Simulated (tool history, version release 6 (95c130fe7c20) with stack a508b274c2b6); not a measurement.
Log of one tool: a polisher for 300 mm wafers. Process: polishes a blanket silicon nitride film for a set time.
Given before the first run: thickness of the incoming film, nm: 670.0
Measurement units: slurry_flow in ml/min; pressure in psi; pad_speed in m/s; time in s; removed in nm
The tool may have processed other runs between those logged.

run 1 hour=0 | slurry_flow=215 pressure=4.5 pad_speed=1.16 time=113 | removed=238.12
run 2 hour=6.9 | slurry_flow=210 pressure=4.4 pad_speed=1.16 time=113 | removed=229.21
run 3 hour=9.2 | slurry_flow=200 pressure=4.3 pad_speed=1.16 time=113 | removed=224.1
run 4 hour=14 | slurry_flow=195 pressure=4.2 pad_speed=1.16 time=113 | removed=219.7
run 5 hour=21.5 | slurry_flow=195 pressure=3.5 pad_speed=1.16 time=113 | removed=183.93
run 6 hour=28.2 | slurry_flow=195 pressure=3.5 pad_speed=1.16 time=118 | removed=190.33

Run 7, settings as shown, results not yet in. Your forecast:
run 7 hour=36.6 | slurry_flow=230 pressure=3.9 pad_speed=1.16 time=118 | removed=?

removed: 218.06 nm
